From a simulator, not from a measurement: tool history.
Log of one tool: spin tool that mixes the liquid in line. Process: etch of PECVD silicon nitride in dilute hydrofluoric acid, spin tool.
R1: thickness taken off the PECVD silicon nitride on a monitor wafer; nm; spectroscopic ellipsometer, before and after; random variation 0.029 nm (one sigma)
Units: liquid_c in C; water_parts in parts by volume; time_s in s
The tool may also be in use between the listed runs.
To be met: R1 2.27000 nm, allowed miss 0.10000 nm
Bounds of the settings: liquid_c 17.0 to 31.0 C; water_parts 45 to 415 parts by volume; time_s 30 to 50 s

Run 1, day 0.000: liquid_c 23.0 C, water_parts 230 parts by volume, time_s 50 s. Result: R1 0.55348 nm.
Run 2, day 0.100: liquid_c 25.5 C, water_parts 175 parts by volume, time_s 50 s. Result: R1 0.86477 nm.
Run 3, day 0.258: liquid_c 25.5 C, water_parts 175 parts by volume, time_s 50 s. Result: R1 0.87027 nm.
Run 4, day 0.554: liquid_c 25.5 C, water_parts 110 parts by volume, time_s 50 s. Result: R1 1.38140 nm.
Run 5, day 0.817: liquid_c 24.0 C, water_parts 110 parts by volume, time_s 50 s. Result: R1 1.22620 nm.
Run 6, day 1.025: liquid_c 26.0 C, water_parts 95 parts by volume, time_s 50 s. Result: R1 1.62970 nm.
Run 7, day 1.271: liquid_c 27.5 C, water_parts 95 parts by volume, time_s 50 s. Result: R1 1.83150 nm.
Run 8, day 1.354: liquid_c 28.0 C, water_parts 95 parts by volume, time_s 50 s. Result: R1 1.88920 nm.
Run 9, day 1.433: liquid_c 28.5 C, water_parts 95 parts by volume, time_s 50 s. Result: R1 1.88930 nm.
Run 10, day 1.467: liquid_c 29.0 C, water_parts 95 parts by volume, time_s 50 s. Result: R1 1.97990 nm.
Run 11, day 1.825: liquid_c 29.5 C, water_parts 95 parts by volume, time_s 50 s. Result: R1 2.03120 nm.
Run 12, day 1.942: liquid_c 30.0 C, water_parts 95 parts by volume, time_s 50 s. Result: R1 2.10940 nm.

Which of these 4 next moves meets every target?
Run A, day 2.058: liquid_c 31.0 C, water_parts 85 parts by volume, time_s 50 s. Result: R1 ?.
Run B, day 2.058: liquid_c 31.0 C, water_parts 105 parts by volume, time_s 50 s. Result: R1 ?.
Run C, day 2.058: liquid_c 30.5 C, water_parts 90 parts by volume, time_s 50 s. Result: R1 ?.
Run D, day 2.058: liquid_c 28.5 C, water_parts 90 parts by volume, time_s 50 s. Result: R1 ?.

move       R1
   A  2.52200
   B  2.03830
   C  2.30760
   D  2.03310
A: takes the result that was furthest off past its target
B: further off than the last run
C: meets every target
D: further off than the last run
The right move is C.

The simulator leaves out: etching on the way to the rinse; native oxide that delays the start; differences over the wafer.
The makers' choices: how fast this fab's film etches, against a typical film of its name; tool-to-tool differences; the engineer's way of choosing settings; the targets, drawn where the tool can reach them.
